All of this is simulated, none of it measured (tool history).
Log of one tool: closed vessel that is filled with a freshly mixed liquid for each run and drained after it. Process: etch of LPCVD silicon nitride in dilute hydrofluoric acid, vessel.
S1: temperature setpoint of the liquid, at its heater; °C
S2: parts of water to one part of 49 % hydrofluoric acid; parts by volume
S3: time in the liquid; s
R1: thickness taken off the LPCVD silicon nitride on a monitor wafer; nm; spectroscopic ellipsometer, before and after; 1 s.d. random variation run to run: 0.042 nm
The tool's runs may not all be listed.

run  hour    S1   S2    S3      R1
  1     0    24  295  3030  4.6667
  2   6.8    26  295  3030  5.3384
  3  13.7    24  295  3030  4.6705
  4  22.9    27  295  3030  5.5578
  5  26.3  30.5  295  3030  6.9367
  6    29    32  295  3030  7.5175
  7  35.4    32  295  3030  7.3581
  8  39.5    31  295  3030  7.1615
  9  47.3    30  295  3030  6.5094
 10    51    29  295  3030  6.2392
 11  60.2    28  295  3030  5.8948
 12  68.5  27.5  295  3030  5.8598
 13  75.3  26.5  295  3030  5.3913

Forecast run 14:
 14  78.2  26  295  3030   ?

R1: 5.2017 nm

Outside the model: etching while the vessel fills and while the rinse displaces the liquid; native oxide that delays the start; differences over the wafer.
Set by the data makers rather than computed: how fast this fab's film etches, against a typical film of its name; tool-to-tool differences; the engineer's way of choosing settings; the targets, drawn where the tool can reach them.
